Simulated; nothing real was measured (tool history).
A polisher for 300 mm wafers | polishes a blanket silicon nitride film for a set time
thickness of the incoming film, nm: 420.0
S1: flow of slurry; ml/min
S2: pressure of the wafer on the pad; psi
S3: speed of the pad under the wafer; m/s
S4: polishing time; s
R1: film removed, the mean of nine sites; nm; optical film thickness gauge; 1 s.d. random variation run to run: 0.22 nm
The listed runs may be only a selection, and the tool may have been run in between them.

Run 1, day 0.000: S1 210 ml/min, S2 2.4 psi, S3 1.18 m/s, S4 27 s. Result: R1 29.740 nm.
Run 2, day 0.246: S1 185 ml/min, S2 2.4 psi, S3 1.18 m/s, S4 27 s. Result: R1 28.963 nm.
Run 3, day 0.342: S1 180 ml/min, S2 2.1 psi, S3 1.16 m/s, S4 27 s. Result: R1 25.281 nm.
Run 4, day 0.621: S1 180 ml/min, S2 1.9 psi, S3 1.16 m/s, S4 27 s. Result: R1 22.915 nm.
Run 5, day 0.892: S1 180 ml/min, S2 1.8 psi, S3 1.16 m/s, S4 27 s. Result: R1 21.484 nm.
Run 6, day 1.025: S1 135 ml/min, S2 1.8 psi, S3 1.16 m/s, S4 27 s. Result: R1 21.146 nm.

Run 7 is up next; what results do you expect?
Run 7, day 1.208: S1 135 ml/min, S2 1.4 psi, S3 1.14 m/s, S4 27 s. Result: R1 ?.

{"run 7": {"R1": 16.287}}
